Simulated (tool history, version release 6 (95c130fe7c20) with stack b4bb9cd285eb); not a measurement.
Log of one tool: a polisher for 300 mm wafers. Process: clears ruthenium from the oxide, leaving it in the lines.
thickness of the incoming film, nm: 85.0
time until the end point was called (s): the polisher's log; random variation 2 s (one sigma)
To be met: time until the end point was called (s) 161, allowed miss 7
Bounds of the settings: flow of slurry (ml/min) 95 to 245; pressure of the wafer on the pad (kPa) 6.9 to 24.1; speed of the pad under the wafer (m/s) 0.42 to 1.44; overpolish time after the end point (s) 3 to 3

run	hour	flow of slurry (ml/min)	pressure of the wafer on the pad (kPa)	speed of the pad under the wafer (m/s)	overpolish time after the end point (s)	time until the end point was called (s)
1	0	155	15.2	0.92	3	97.135
2	5	155	15.2	1.04	3	90.947
3	9.1	120	15.2	1.04	3	92.837
4	16.9	120	15.2	0.86	3	107.67
5	19.6	120	15.2	0.86	3	110.54
6	26.1	95	15.2	0.86	3	117.21
7	31	95	13.8	0.86	3	124.04
8	34.8	95	12.4	0.86	3	136.95
9	43.1	95	9.7	0.84	3	179.6
10	45.1	95	9.7	0.84	3	176.52
11	50.4	100	9.7	0.84	3	175.78
12	55.6	105	9.7	0.84	3	176.46
13	58.5	110	11	0.84	3	151.96

5 next moves are on the table. One of them brings every result within its allowed miss. Which?
A	61.4	100	12.4	0.82	3	?
B	61.4	115	12.4	0.76	3	?
C	61.4	135	15.2	0.58	3	?
D	61.4	100	13.1	0.72	3	?
E	61.4	115	11.7	0.72	3	?

move	time until the end point was called (s)
A	143.48
B	146.55
C	138.71
D	148.74
E	160.63
A: further off than the last run
B: further off than the last run
C: further off than the last run
D: further off than the last run
E: meets every target
Move E is the one to make.
